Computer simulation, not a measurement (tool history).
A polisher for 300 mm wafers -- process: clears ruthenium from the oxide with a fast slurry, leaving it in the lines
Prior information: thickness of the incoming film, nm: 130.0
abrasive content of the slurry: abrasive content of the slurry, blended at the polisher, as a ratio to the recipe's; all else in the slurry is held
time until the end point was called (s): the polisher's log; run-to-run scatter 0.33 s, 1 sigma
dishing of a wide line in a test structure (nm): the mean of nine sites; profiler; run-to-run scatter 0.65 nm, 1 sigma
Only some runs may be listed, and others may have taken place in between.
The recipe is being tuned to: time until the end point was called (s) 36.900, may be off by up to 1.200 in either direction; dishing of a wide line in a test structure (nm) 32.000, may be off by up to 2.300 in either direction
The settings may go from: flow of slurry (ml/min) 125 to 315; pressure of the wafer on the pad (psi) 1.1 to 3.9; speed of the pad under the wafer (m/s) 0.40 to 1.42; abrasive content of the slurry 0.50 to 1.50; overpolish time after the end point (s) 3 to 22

run	hour	flow of slurry (ml/min)	pressure of the wafer on the pad (psi)	speed of the pad under the wafer (m/s)	abrasive content of the slurry	overpolish time after the end point (s)	time until the end point was called (s)	dishing of a wide line in a test structure (nm)
1	0.0	205	2.5	0.90	1.00	11	43.412	26.115
2	4.8	210	2.6	0.90	1.00	11	42.306	27.338
3	10.4	210	2.7	0.90	1.00	11	41.412	28.310
4	17.8	210	2.7	0.90	0.85	11	44.639	27.029
5	21.5	245	2.7	0.90	0.85	11	43.730	27.597
6	25.1	245	2.7	0.70	0.85	11	55.664	22.477
7	31.6	245	2.9	0.70	0.85	11	52.291	23.022
8	35.6	245	3.1	0.70	0.85	11	49.808	24.251
9	39.2	245	3.3	0.72	0.85	11	46.047	25.824

Next run, 4 choices. One meets every target within its allowed miss, the rest don't. Which?
A	42.8	255	3.5	0.90	0.95	10	?	?
B	42.8	230	3.8	0.84	0.95	10	?	?
C	42.8	295	3.0	0.86	1.10	11	?	?
D	42.8	240	3.1	0.94	1.00	13	?	?

move	time until the end point was called (s)	dishing of a wide line in a test structure (nm)
A	33.811	31.409
B	34.161	31.106
C	36.995	31.567
D	35.220	38.634
A: carries the result that was furthest off beyond its target, to the other side
B: carries the result that was furthest off beyond its target, to the other side
C: all results in spec
D: carries the result that was furthest off beyond its target, to the other side
Go with C: it meets all targets.

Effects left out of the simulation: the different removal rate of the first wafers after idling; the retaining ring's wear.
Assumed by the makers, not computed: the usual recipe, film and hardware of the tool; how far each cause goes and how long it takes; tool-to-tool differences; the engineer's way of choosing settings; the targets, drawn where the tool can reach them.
